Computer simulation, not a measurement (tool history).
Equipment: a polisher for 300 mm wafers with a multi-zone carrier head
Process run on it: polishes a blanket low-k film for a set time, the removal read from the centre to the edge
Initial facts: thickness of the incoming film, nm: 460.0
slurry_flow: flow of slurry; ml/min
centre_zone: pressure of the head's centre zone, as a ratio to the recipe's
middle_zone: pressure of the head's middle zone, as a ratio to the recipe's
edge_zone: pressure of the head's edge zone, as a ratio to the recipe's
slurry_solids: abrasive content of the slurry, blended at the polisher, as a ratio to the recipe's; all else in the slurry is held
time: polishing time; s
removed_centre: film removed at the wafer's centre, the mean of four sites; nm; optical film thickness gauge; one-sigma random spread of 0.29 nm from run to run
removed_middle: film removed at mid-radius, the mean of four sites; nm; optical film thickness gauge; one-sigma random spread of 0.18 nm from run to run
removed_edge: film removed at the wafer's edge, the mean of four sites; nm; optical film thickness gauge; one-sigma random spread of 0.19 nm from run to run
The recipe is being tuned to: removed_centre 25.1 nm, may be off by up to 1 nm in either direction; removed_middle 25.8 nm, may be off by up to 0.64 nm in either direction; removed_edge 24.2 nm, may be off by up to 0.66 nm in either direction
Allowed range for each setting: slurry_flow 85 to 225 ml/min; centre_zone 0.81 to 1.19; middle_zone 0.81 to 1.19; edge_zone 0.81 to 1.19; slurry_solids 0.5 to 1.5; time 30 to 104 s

{"run": 1, "hour": 0.0, "slurry_flow": 145, "centre_zone": 1, "middle_zone": 1, "edge_zone": 1, "slurry_solids": 1, "time": 67, "removed_centre": 18.478, "removed_middle": 18.548, "removed_edge": 18.344}
{"run": 2, "hour": 0.8, "slurry_flow": 145, "centre_zone": 1.05, "middle_zone": 1, "edge_zone": 1, "slurry_solids": 1, "time": 67, "removed_centre": 19.986, "removed_middle": 17.993, "removed_edge": 18.312}
{"run": 3, "hour": 7.7, "slurry_flow": 145, "centre_zone": 1.05, "middle_zone": 1, "edge_zone": 1, "slurry_solids": 0.8, "time": 67, "removed_centre": 17.116, "removed_middle": 15.85, "removed_edge": 15.795}
{"run": 4, "hour": 15.3, "slurry_flow": 150, "centre_zone": 1.05, "middle_zone": 1.02, "edge_zone": 1.02, "slurry_solids": 0.85, "time": 67, "removed_centre": 18.231, "removed_middle": 16.881, "removed_edge": 16.622}
{"run": 5, "hour": 22.8, "slurry_flow": 155, "centre_zone": 1.04, "middle_zone": 1.03, "edge_zone": 1.04, "slurry_solids": 0.9, "time": 67, "removed_centre": 18.515, "removed_middle": 17.769, "removed_edge": 17.51}
{"run": 6, "hour": 28.7, "slurry_flow": 160, "centre_zone": 1.04, "middle_zone": 1.04, "edge_zone": 1.05, "slurry_solids": 0.95, "time": 67, "removed_centre": 19.591, "removed_middle": 18.651, "removed_edge": 18.074}
{"run": 7, "hour": 29.3, "slurry_flow": 165, "centre_zone": 1.03, "middle_zone": 1.05, "edge_zone": 1.06, "slurry_solids": 1, "time": 67, "removed_centre": 19.427, "removed_middle": 19.586, "removed_edge": 19.024}
{"run": 8, "hour": 36.5, "slurry_flow": 205, "centre_zone": 1.13, "middle_zone": 1.15, "edge_zone": 1.16, "slurry_solids": 1.25, "time": 68, "removed_centre": 26.084, "removed_middle": 24.113, "removed_edge": 23.222}

Which single option among these 5 for the next run brings every result within its allowed miss of target? Just one does.
{"run": "A", "hour": 43.7, "slurry_flow": 225, "centre_zone": 1.18, "middle_zone": 1.04, "edge_zone": 1.07, "slurry_solids": 1.15, "time": 69, "removed_centre": "?", "removed_middle": "?", "removed_edge": "?"}
{"run": "B", "hour": 43.7, "slurry_flow": 195, "centre_zone": 1.08, "middle_zone": 1.07, "edge_zone": 1.19, "slurry_solids": 1.35, "time": 67, "removed_centre": "?", "removed_middle": "?", "removed_edge": "?"}
{"run": "C", "hour": 43.7, "slurry_flow": 220, "centre_zone": 1.05, "middle_zone": 1.14, "edge_zone": 1.12, "slurry_solids": 1.45, "time": 68, "removed_centre": "?", "removed_middle": "?", "removed_edge": "?"}
{"run": "D", "hour": 43.7, "slurry_flow": 190, "centre_zone": 1.04, "middle_zone": 0.98, "edge_zone": 1.19, "slurry_solids": 1.35, "time": 71, "removed_centre": "?", "removed_middle": "?", "removed_edge": "?"}
{"run": "E", "hour": 43.7, "slurry_flow": 190, "centre_zone": 1.15, "middle_zone": 1.15, "edge_zone": 1.18, "slurry_solids": 1.5, "time": 63, "removed_centre": "?", "removed_middle": "?", "removed_edge": "?"}

move=A removed_centre=25.991 removed_middle=21.988 removed_edge=21.704
move=B removed_centre=24.443 removed_middle=23.195 removed_edge=23.689
move=C removed_centre=25.216 removed_middle=25.918 removed_edge=24.209
move=D removed_centre=24.84 removed_middle=22.79 removed_edge=25.08
move=E removed_centre=25.495 removed_middle=24.117 removed_edge=23.081
A: the biggest miss grows against the last run
B: the biggest miss grows against the last run
C: all results land within tolerance of their targets
D: the biggest miss grows against the last run
E: no nearer and no further than the last run
The move that meets every target is C.
